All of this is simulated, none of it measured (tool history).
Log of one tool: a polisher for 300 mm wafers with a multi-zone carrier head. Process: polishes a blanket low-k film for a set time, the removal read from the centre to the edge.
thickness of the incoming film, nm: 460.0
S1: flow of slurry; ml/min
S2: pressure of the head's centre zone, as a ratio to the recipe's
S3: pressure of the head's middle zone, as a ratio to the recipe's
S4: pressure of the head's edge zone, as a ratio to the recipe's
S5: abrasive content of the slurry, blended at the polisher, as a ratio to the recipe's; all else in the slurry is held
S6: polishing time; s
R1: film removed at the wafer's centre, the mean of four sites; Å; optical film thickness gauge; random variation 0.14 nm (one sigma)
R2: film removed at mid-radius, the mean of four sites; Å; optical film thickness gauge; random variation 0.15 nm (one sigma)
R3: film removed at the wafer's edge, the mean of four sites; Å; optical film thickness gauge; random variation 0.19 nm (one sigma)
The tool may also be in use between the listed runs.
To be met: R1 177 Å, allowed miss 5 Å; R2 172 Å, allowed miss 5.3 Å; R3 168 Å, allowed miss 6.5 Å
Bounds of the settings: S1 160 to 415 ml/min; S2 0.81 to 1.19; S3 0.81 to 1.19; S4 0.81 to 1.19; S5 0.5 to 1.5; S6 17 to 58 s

Run 1, hour 0: S1 265 ml/min, S2 1, S3 1, S4 1, S5 1, S6 37 s. Result: R1 122.88 Å, R2 125.78 Å, R3 125.9 Å.
Run 2, hour 2.4: S1 265 ml/min, S2 1, S3 1, S4 1, S5 1, S6 32 s. Result: R1 107.31 Å, R2 110.08 Å, R3 107.81 Å.
Run 3, hour 5.4: S1 265 ml/min, S2 1, S3 1.04, S4 1, S5 1, S6 32 s. Result: R1 107.27 Å, R2 113.53 Å, R3 107.03 Å.
Run 4, hour 6.8: S1 270 ml/min, S2 1.02, S3 1.05, S4 1.02, S5 1.1, S6 33 s. Result: R1 118.21 Å, R2 124.8 Å, R3 115.87 Å.
Run 5, hour 11.5: S1 270 ml/min, S2 1.03, S3 1.04, S4 1.04, S5 1.15, S6 34 s. Result: R1 123.75 Å, R2 127.6 Å, R3 124.71 Å.
Run 6, hour 19.3: S1 275 ml/min, S2 1.05, S3 1.05, S4 1.06, S5 1.2, S6 34 s. Result: R1 130.39 Å, R2 132.88 Å, R3 128.31 Å.
Run 7, hour 26.3: S1 275 ml/min, S2 1.05, S3 1.05, S4 1.06, S5 1.2, S6 34 s. Result: R1 127.22 Å, R2 131.45 Å, R3 128.54 Å.
Run 8, hour 29.6: S1 280 ml/min, S2 1.07, S3 1.06, S4 1.07, S5 1.25, S6 35 s. Result: R1 139.17 Å, R2 140.14 Å, R3 135.05 Å.
Run 9, hour 35.5: S1 285 ml/min, S2 1.1, S3 1.08, S4 1.17, S5 1.5, S6 38 s. Result: R1 162.64 Å, R2 165.34 Å, R3 164.19 Å.
Run 10, hour 40.1: S1 295 ml/min, S2 1.11, S3 1.08, S4 1.17, S5 1.5, S6 38 s. Result: R1 161.73 Å, R2 166.48 Å, R3 162.83 Å.

4 next moves are on the table. One of them brings every result within its allowed miss. Which?
Run A, hour 44.7: S1 235 ml/min, S2 1.19, S3 1.09, S4 1.14, S5 1.5, S6 40 s. Result: R1 ?, R2 ?, R3 ?.
Run B, hour 44.7: S1 330 ml/min, S2 1.09, S3 1.09, S4 1.19, S5 1.2, S6 42 s. Result: R1 ?, R2 ?, R3 ?.
Run C, hour 44.7: S1 305 ml/min, S2 1.03, S3 1.03, S4 1.19, S5 1.45, S6 37 s. Result: R1 ?, R2 ?, R3 ?.
Run D, hour 44.7: S1 335 ml/min, S2 1.07, S3 1.19, S4 1.16, S5 1.3, S6 38 s. Result: R1 ?, R2 ?, R3 ?.

move      R1      R2      R3
   A  176.11  176.21  168.19
   B  164.16   173.9  168.61
   C  149.33  156.72  159.77
   D  152.01  175.71  155.61
A: meets every target
B: nearer than the last run, and not there yet
C: further off than the last run
D: further off than the last run
The right move is A.
